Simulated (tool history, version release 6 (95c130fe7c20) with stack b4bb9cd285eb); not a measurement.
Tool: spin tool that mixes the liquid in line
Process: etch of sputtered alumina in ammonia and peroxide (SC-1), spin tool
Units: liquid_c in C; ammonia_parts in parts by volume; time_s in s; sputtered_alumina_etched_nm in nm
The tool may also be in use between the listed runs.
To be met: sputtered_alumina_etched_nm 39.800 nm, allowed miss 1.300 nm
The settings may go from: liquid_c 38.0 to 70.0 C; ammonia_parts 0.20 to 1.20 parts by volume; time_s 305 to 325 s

run 1 hour=0.0 | liquid_c=54.0 ammonia_parts=0.75 time_s=305 | sputtered_alumina_etched_nm=26.369
run 2 hour=7.4 | liquid_c=54.0 ammonia_parts=0.75 time_s=305 | sputtered_alumina_etched_nm=26.376
run 3 hour=15.5 | liquid_c=54.0 ammonia_parts=0.75 time_s=325 | sputtered_alumina_etched_nm=27.873
run 4 hour=18.2 | liquid_c=48.0 ammonia_parts=0.75 time_s=325 | sputtered_alumina_etched_nm=20.283
run 5 hour=25.9 | liquid_c=48.0 ammonia_parts=0.60 time_s=325 | sputtered_alumina_etched_nm=19.883
run 6 hour=34.5 | liquid_c=50.0 ammonia_parts=0.60 time_s=325 | sputtered_alumina_etched_nm=22.040
run 7 hour=41.8 | liquid_c=51.5 ammonia_parts=0.60 time_s=325 | sputtered_alumina_etched_nm=23.743
run 8 hour=42.5 | liquid_c=53.0 ammonia_parts=0.60 time_s=325 | sputtered_alumina_etched_nm=26.045

4 next moves are on the table. One of them brings every result within its allowed miss. Which?
run A hour=43.2 | liquid_c=61.0 ammonia_parts=0.55 time_s=325 | sputtered_alumina_etched_nm=?
run B hour=43.2 | liquid_c=63.0 ammonia_parts=0.55 time_s=325 | sputtered_alumina_etched_nm=?
run C hour=43.2 | liquid_c=59.0 ammonia_parts=0.75 time_s=325 | sputtered_alumina_etched_nm=?
run D hour=43.2 | liquid_c=51.0 ammonia_parts=0.40 time_s=305 | sputtered_alumina_etched_nm=?

move=A sputtered_alumina_etched_nm=39.225
move=B sputtered_alumina_etched_nm=43.407
move=C sputtered_alumina_etched_nm=36.451
move=D sputtered_alumina_etched_nm=21.070
A: meets every target
B: takes the result that was furthest off past its target
C: nearer than the last run, and not there yet
D: further off than the last run
Move A is the one to make.
